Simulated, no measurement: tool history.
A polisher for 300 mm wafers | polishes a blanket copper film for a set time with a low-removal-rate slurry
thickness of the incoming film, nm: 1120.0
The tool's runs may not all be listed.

| run | hour | flow of slurry (ml/min) | pressure of the wafer on the pad (kPa) | speed of the pad under the wafer (cm/s) | abrasive content of the slurry | polishing time (s) | film removed (Å) |
|---|---|---|---|---|---|---|---|
| 1 | 0 | 210 | 19.3 | 140 | 1 | 38 | 1651.2 |
| 2 | 8.6 | 210 | 17.2 | 140 | 1 | 38 | 1486.5 |
| 3 | 11.6 | 210 | 17.2 | 166 | 1 | 38 | 1692.1 |
| 4 | 15 | 210 | 17.9 | 166 | 1 | 38 | 1741.4 |
| 5 | 18 | 210 | 17.9 | 140 | 1 | 38 | 1526.5 |
| 6 | 20.6 | 210 | 17.9 | 140 | 1.15 | 38 | 1591.4 |
| 7 | 26 | 210 | 19.3 | 140 | 1.15 | 38 | 1698.3 |
| 8 | 31.5 | 210 | 20 | 140 | 1.15 | 38 | 1685.3 |
| 9 | 37.5 | 210 | 21.4 | 142 | 1.15 | 38 | 1867.4 |

Forecast run 10:
| 10 | 41.6 | 210 | 22.1 | 142 | 1.15 | 38 | ? |

film removed (Å): 1920.9

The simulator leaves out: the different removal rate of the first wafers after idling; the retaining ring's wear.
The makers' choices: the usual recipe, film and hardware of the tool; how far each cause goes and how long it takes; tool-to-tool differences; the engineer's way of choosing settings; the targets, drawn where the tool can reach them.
